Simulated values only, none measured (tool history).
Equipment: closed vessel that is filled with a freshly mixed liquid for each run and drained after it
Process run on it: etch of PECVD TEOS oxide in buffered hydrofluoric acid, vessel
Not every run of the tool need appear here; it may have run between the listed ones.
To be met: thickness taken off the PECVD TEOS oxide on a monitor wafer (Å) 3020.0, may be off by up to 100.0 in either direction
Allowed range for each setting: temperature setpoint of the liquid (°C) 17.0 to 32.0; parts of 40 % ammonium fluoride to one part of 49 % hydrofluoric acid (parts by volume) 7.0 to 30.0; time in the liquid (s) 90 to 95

run,hour,temperature setpoint of the liquid (°C),parts of 40 % ammonium fluoride to one part of 49 % hydrofluoric acid (parts by volume),time in the liquid (s),thickness taken off the PECVD TEOS oxide on a monitor wafer (Å)
1,0.0,24.0,19.0,90,1688.7
2,1.1,25.5,18.5,90,1852.3
3,9.5,27.0,17.5,90,2117.8
4,10.7,28.0,17.0,90,2331.5
5,15.8,29.0,17.0,90,2451.3
6,16.7,29.5,17.0,90,2513.0
7,20.9,30.0,17.0,90,2626.4
8,22.8,30.5,17.0,90,2677.8
9,24.1,30.5,17.0,90,2680.2

Exactly one of the 5 candidate moves below puts every result within its allowed miss. Which one?
A,25.4,32.0,15.5,95,?
B,25.4,29.5,14.0,95,?
C,25.4,30.5,21.5,90,?
D,25.4,30.5,14.5,95,?
E,25.4,27.5,13.5,95,?

move,thickness taken off the PECVD TEOS oxide on a monitor wafer (Å)
A,3368.2
B,3264.9
C,2186.7
D,3324.9
E,3042.8
A: the result that was furthest off in the last run now lies on the other side of its target
B: the result that was furthest off in the last run now lies on the other side of its target
C: moves away from the targets compared with the last run
D: the result that was furthest off in the last run now lies on the other side of its target
E: all results land within tolerance of their targets
E is the move that brings every result within its allowed miss.
